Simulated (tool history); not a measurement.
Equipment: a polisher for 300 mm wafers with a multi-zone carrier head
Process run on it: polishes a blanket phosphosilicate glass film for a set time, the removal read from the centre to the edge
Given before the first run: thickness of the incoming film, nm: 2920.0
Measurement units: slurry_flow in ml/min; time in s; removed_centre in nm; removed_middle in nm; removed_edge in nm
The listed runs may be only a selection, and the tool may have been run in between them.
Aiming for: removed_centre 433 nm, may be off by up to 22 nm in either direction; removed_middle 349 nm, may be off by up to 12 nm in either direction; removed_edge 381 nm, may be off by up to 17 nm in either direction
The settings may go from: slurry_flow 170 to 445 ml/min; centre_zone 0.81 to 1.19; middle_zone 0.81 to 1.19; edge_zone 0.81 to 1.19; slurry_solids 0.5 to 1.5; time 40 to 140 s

run    day  slurry_flow  centre_zone  middle_zone  edge_zone  slurry_solids  time  removed_centre  removed_middle  removed_edge
  1      0          285            1            1          1              1    90          493.92          507.41        511.93
  2  0.267          285         1.01         0.98       0.98           0.95    90          510.13          475.64        495.04
  3  0.342          345         1.01         0.98       0.98           0.95    90          512.11          493.96         508.1
  4  0.533          340            1         0.97       0.96            0.9    90          500.27          479.84        492.72
  5  0.679          295            1         0.97       0.96            0.9    90          481.66          468.42        475.86
  6  0.846          295            1         0.97          1            0.9    90           476.7          466.26        487.11
  7  1.033          290            1         0.95       0.98           0.85    90          465.36          448.65        476.06
  8  1.112          285         1.01         0.94       0.96            0.8    90          469.77          436.92        446.61
  9  1.138          280         1.01         0.92       0.96           0.75    90          434.18          411.34        442.74
 10  1.475          275         1.02         0.91       0.94           0.75    90          451.32          404.85        435.32
 11   1.75          270         1.02          0.9       0.93           0.75    90          460.69          399.93        429.26
 12  2.029          265         1.02         0.89       0.92           0.75    90          455.09          395.26        431.49
 13  2.096          285         1.09         0.87       0.87            0.5    89          393.08          312.91           348
 14   2.15          285         1.09         0.88       0.88            0.5    89          392.11           319.5        347.43
 15  2.179          285         1.09         0.88       0.89            0.5    89          394.99          320.79        343.67

Below are 5 possible settings for the next run. Only one of them brings all results inside the allowed miss of their targets. Which is it?
  A  2.208          290         1.18         1.15       0.93            0.5    75               ?               ?             ?
  B  2.208          290         0.99         1.01       0.89           0.55    83               ?               ?             ?
  C  2.208          295         1.06         0.84       0.89            0.7    92               ?               ?             ?
  D  2.208          280          1.1         0.81        0.9           0.55    92               ?               ?             ?
  E  2.208          195         1.15         0.92       0.97           0.55    93               ?               ?             ?

move  removed_centre  removed_middle  removed_edge
   A          355.12          340.47        289.69
   B          345.58          354.65        330.64
   C          462.81          380.51        414.53
   D          423.58          325.88         368.3
   E          424.66          348.51        371.35
A: puts the biggest miss on target and leaves a different result outside tolerance
B: puts the biggest miss on target and leaves a different result outside tolerance
C: moves the result that the last run missed by most past its target, out the other side
D: better than the last run, though not everything is in spec
E: every result within its allowed miss
E is the move that brings every result within its allowed miss.

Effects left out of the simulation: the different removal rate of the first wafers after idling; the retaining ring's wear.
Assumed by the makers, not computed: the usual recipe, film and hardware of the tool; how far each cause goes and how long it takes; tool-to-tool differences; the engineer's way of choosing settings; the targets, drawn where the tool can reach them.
